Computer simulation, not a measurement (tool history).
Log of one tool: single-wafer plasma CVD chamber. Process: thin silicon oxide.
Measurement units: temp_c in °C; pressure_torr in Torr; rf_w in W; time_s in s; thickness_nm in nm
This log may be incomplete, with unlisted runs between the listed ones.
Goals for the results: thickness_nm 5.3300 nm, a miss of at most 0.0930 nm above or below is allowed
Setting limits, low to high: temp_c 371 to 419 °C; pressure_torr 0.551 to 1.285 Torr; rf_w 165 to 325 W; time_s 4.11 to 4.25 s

run	hour	temp_c	pressure_torr	rf_w	time_s	thickness_nm
1	0.0	395	0.918	245	4.11	7.0260
2	8.4	389	0.918	245	4.11	7.0932
3	16.2	389	0.823	245	4.11	6.3909
4	24.3	389	0.771	245	4.11	5.9430
5	25.0	389	0.771	280	4.11	6.3469
6	31.9	389	0.848	280	4.11	7.0612
7	33.0	390	0.778	280	4.11	6.4306
8	35.2	390	0.730	280	4.11	5.9883
9	41.3	393	0.709	280	4.11	5.7542

Pick the move, out of 4, that brings all results within their allowed miss; only one does.
A	47.4	387	0.630	295	4.11	?
B	47.4	401	0.667	265	4.21	?
C	47.4	391	0.646	270	4.11	?
D	47.4	399	0.606	315	4.11	?

move	thickness_nm
A	5.0993
B	5.2922
C	5.0392
D	4.9598
A: moves the result that the last run missed by most past its target, out the other side
B: all results land within tolerance of their targets
C: moves the result that the last run missed by most past its target, out the other side
D: moves the result that the last run missed by most past its target, out the other side
B meets every target.
